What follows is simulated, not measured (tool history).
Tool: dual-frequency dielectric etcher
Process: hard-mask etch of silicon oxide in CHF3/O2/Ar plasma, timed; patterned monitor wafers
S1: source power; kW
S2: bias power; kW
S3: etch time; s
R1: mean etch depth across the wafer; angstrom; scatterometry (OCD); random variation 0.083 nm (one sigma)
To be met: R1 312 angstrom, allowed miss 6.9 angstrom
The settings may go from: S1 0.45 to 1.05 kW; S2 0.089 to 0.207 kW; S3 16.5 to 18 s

{"run": 1, "hour": 0.0, "S1": 0.75, "S2": 0.148, "S3": 18, "R1": 356.41}
{"run": 2, "hour": 4.4, "S1": 0.87, "S2": 0.148, "S3": 18, "R1": 371.19}
{"run": 3, "hour": 8.9, "S1": 0.77, "S2": 0.148, "S3": 18, "R1": 358.39}
{"run": 4, "hour": 10.2, "S1": 0.77, "S2": 0.148, "S3": 18, "R1": 358.73}
{"run": 5, "hour": 16.1, "S1": 0.75, "S2": 0.145, "S3": 18, "R1": 354.08}
{"run": 6, "hour": 19.0, "S1": 0.82, "S2": 0.145, "S3": 18, "R1": 365.04}
{"run": 7, "hour": 24.1, "S1": 0.79, "S2": 0.143, "S3": 18, "R1": 359.63}
{"run": 8, "hour": 32.2, "S1": 0.64, "S2": 0.126, "S3": 18, "R1": 324.25}
{"run": 9, "hour": 38.1, "S1": 0.63, "S2": 0.126, "S3": 18, "R1": 322.33}

4 next moves are on the table. One of them brings every result within its allowed miss. Which?
{"run": "A", "hour": 44.0, "S1": 0.56, "S2": 0.14, "S3": 17.5, "R1": "?"}
{"run": "B", "hour": 44.0, "S1": 0.62, "S2": 0.117, "S3": 17, "R1": "?"}
{"run": "C", "hour": 44.0, "S1": 0.6, "S2": 0.122, "S3": 17, "R1": "?"}
{"run": "D", "hour": 44.0, "S1": 0.58, "S2": 0.13, "S3": 16.5, "R1": "?"}

move=A R1=311.5
move=B R1=297.32
move=C R1=297.62
move=D R1=290.82
A: meets every target
B: takes the result that was furthest off past its target
C: takes the result that was furthest off past its target
D: takes the result that was furthest off past its target
The right move is A.
